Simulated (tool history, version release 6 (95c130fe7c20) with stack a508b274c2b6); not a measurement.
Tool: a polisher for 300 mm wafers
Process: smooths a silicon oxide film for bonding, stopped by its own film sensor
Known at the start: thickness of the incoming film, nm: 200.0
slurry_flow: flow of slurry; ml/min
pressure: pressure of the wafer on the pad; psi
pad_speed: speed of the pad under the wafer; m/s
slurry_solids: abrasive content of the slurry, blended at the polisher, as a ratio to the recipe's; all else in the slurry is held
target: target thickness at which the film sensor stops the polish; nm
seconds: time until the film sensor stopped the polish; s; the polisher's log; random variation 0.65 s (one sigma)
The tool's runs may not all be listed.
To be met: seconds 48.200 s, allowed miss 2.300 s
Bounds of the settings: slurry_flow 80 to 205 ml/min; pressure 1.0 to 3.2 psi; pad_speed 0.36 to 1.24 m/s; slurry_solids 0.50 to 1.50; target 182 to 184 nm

run  hour  slurry_flow  pressure  pad_speed  slurry_solids  target  seconds
  1   0.0          135       2.1       0.80           1.00     182   33.149
  2   0.8          135       2.1       0.80           1.00     182   34.527
  3   4.2          135       1.9       0.80           1.00     182   37.052
  4   6.2          135       1.7       0.80           1.00     182   41.038
  5  13.8          135       1.7       0.80           1.00     184   35.985
  6  17.4          135       1.7       0.80           1.15     184   33.783
  7  23.8          135       1.5       0.78           1.15     184   39.761
  8  27.4          135       1.4       0.78           1.15     184   42.254
  9  35.8          135       1.3       0.78           1.15     184   46.274

Which of these 5 next moves meets every target?
  A  44.2          135       1.8       0.58           1.30     183        ?
  B  44.2          125       1.2       0.96           1.10     182        ?
  C  44.2          155       1.4       0.88           1.20     182        ?
  D  44.2          115       1.2       0.84           1.45     184        ?
  E  44.2          140       1.9       0.40           1.15     184        ?

move  seconds
   A   41.948
   B   47.928
   C   40.894
   D   42.843
   E   52.886
A: further off than the last run
B: meets every target
C: further off than the last run
D: further off than the last run
E: takes the result that was furthest off past its target
Answer: B
